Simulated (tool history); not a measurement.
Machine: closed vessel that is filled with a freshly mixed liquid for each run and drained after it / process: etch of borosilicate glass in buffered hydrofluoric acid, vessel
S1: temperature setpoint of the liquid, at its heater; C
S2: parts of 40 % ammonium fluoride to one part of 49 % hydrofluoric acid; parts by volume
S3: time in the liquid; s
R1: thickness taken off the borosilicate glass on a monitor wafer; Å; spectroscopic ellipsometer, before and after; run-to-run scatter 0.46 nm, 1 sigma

run  hour    S1    S2  S3      R1
  1     0    24    16  35  282.47
  2   1.9    24    16  30   241.2
  3   6.7    22    16  30  216.69
  4  11.5    22    16  35  249.68
  5  18.8  24.5  14.5  35  317.88
  6  27.9  24.5  14.5  35  313.66
  7  35.5    26  13.5  35  367.03
  8  42.2  27.5    13  35  416.58
  9    49  28.5  12.5  35  448.99
 10  51.6  29.5    12  35  498.49

Predict the results of run 11:
 11  56.9  30  12  35   ?

R1: 510.69 Å

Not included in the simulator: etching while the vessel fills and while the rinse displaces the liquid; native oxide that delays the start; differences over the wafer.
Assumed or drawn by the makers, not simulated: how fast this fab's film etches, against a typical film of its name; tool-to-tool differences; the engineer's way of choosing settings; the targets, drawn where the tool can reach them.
